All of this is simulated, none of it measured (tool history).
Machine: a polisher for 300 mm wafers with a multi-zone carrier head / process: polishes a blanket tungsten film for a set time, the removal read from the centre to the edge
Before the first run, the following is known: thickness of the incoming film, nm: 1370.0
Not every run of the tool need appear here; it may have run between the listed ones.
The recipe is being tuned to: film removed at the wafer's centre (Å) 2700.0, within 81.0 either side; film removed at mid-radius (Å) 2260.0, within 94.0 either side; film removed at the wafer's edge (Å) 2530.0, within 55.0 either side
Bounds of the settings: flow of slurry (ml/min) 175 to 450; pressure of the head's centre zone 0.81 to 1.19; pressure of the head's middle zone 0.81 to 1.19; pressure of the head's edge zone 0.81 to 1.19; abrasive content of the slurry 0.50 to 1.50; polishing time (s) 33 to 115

run    day  flow of slurry (ml/min)  pressure of the head's centre zone  pressure of the head's middle zone  pressure of the head's edge zone  abrasive content of the slurry  polishing time (s)  film removed at the wafer's centre (Å)  film removed at mid-radius (Å)  film removed at the wafer's edge (Å)
  1  0.000                      290                                1.00                                1.00                              1.00                            1.00                  73                                  2477.4                          2521.9                                2565.5
  2  0.300                      290                                1.02                                0.97                              1.00                            1.00                  73                                  2514.4                          2434.2                                2569.6
  3  0.529                      290                                1.02                                0.97                              1.00                            1.10                  73                                  2577.5                          2586.3                                2635.7
  4  0.788                      290                                1.02                                1.00                              1.00                            1.10                  73                                  2578.8                          2610.9                                2640.6
  5  0.929                      285                                1.04                                0.96                              0.99                            1.10                  73                                  2612.3                          2427.2                                2606.8
  6  1.271                      285                                1.04                                0.96                              0.93                            1.10                  73                                  2628.0                          2507.5                                2537.0
  7  1.462                      280                                1.05                                0.94                              0.93                            1.10                  73                                  2632.3                          2464.2                                2537.5
  8  1.750                      280                                1.06                                0.92                              0.93                            1.10                  73                                  2633.3                          2414.0                                2578.5
  9  2.042                      275                                1.08                                0.91                              0.92                            1.10                  73                                  2731.2                          2343.3                                2501.9
 10  2.188                      275                                1.08                                0.90                              0.93                            1.10                  73                                  2714.4                          2355.8                                2560.5

5 next moves are on the table. One of them brings every result within its allowed miss. Which?
  A  2.333                      280                                1.06                                0.99                              0.89                            1.25                  70                                       ?                               ?                                     ?
  B  2.333                      325                                1.01                                0.93                              0.94                            1.15                  73                                       ?                               ?                                     ?
  C  2.333                      280                                1.08                                0.87                              0.95                            1.05                  73                                       ?                               ?                                     ?
  D  2.333                      270                                1.05                                0.93                              1.00                            0.95                  77                                       ?                               ?                                     ?
  E  2.333                      315                                1.06                                0.99                              0.92                            1.25                  71                                       ?                               ?                                     ?

move  film removed at the wafer's centre (Å)  film removed at mid-radius (Å)  film removed at the wafer's edge (Å)
   A                                  2692.0                          2630.3                                2498.7
   B                                  2651.0                          2560.4                                2624.0
   C                                  2690.9                          2324.5                                2539.4
   D                                  2669.9                          2497.3                                2644.7
   E                                  2756.1                          2690.4                                2590.0
A: lands further from the targets than the last run did
B: lands further from the targets than the last run did
C: meets every target
D: lands further from the targets than the last run did
E: lands further from the targets than the last run did
So the answer is move C, the one that meets all the targets.

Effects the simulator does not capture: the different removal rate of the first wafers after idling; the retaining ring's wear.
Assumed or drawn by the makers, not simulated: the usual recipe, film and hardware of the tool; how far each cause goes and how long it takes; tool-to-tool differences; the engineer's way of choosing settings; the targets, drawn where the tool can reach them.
